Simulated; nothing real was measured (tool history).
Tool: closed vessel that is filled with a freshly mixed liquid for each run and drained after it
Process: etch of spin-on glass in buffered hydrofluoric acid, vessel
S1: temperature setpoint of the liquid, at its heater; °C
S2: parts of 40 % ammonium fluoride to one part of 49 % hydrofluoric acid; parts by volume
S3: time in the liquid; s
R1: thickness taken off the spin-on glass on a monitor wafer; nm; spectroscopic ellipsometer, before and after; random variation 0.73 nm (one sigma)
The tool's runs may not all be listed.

| run | hour | S1 | S2 | S3 | R1 |
|---|---|---|---|---|---|
| 1 | 0.0 | 20.0 | 20.5 | 95 | 127.48 |
| 2 | 8.4 | 19.5 | 21.0 | 95 | 121.39 |
| 3 | 13.2 | 22.5 | 21.0 | 95 | 145.16 |
| 4 | 15.6 | 21.0 | 21.0 | 95 | 132.55 |
| 5 | 19.9 | 21.0 | 21.0 | 100 | 139.27 |
| 6 | 22.4 | 20.0 | 22.0 | 100 | 125.85 |
| 7 | 25.3 | 19.5 | 22.5 | 100 | 121.06 |
| 8 | 33.1 | 19.0 | 23.0 | 100 | 116.70 |
| 9 | 35.3 | 18.5 | 23.5 | 100 | 112.66 |

The next listed run, before its measurement:
| 10 | 44.5 | 18.0 | 24.0 | 100 | ? |

Run 10 gave R1 106.48 nm.
